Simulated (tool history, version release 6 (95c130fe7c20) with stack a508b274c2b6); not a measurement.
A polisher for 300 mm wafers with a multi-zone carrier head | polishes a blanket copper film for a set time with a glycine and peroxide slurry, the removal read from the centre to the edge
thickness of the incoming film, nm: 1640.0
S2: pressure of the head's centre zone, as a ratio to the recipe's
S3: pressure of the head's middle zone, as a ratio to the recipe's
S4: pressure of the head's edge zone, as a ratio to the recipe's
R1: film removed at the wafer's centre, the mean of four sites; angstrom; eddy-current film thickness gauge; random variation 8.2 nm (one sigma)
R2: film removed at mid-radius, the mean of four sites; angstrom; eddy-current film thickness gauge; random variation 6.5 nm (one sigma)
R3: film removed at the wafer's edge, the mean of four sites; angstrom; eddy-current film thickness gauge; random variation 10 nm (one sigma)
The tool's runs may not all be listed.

Run 1, hour 0.0: flow of slurry (ml/min) 140, S2 1.00, S3 1.00, S4 1.00, polishing time (s) 58. Result: R1 4579.9 angstrom, R2 4581.6 angstrom, R3 4769.4 angstrom.
Run 2, hour 3.0: flow of slurry (ml/min) 150, S2 0.99, S3 1.03, S4 1.02, polishing time (s) 61. Result: R1 4815.8 angstrom, R2 5070.3 angstrom, R3 5233.9 angstrom.
Run 3, hour 9.0: flow of slurry (ml/min) 160, S2 1.00, S3 1.06, S4 1.02, polishing time (s) 62. Result: R1 5087.0 angstrom, R2 5195.7 angstrom, R3 5310.3 angstrom.
Run 4, hour 15.7: flow of slurry (ml/min) 165, S2 0.98, S3 1.08, S4 1.01, polishing time (s) 65. Result: R1 5325.4 angstrom, R2 5640.2 angstrom, R3 5540.4 angstrom.
Run 5, hour 18.9: flow of slurry (ml/min) 170, S2 0.97, S3 1.10, S4 1.02, polishing time (s) 67. Result: R1 5430.2 angstrom, R2 6060.0 angstrom, R3 5624.0 angstrom.
Run 6, hour 27.8: flow of slurry (ml/min) 175, S2 0.97, S3 1.11, S4 1.04, polishing time (s) 68. Result: R1 5394.5 angstrom, R2 6172.8 angstrom, R3 5858.7 angstrom.
Run 7, hour 28.7: flow of slurry (ml/min) 180, S2 0.97, S3 1.12, S4 1.05, polishing time (s) 69. Result: R1 5674.9 angstrom, R2 6305.0 angstrom, R3 5939.2 angstrom.
Run 8, hour 36.3: flow of slurry (ml/min) 180, S2 0.96, S3 1.13, S4 1.06, polishing time (s) 70. Result: R1 5588.3 angstrom, R2 6301.7 angstrom, R3 5971.6 angstrom.

The next listed run, before its measurement:
Run 9, hour 37.1: flow of slurry (ml/min) 180, S2 0.95, S3 1.13, S4 1.06, polishing time (s) 72. Result: R1 ?, R2 ?, R3 ?.

Run 9 gave R1 5846.0 angstrom, R2 6543.7 angstrom, R3 6281.5 angstrom.
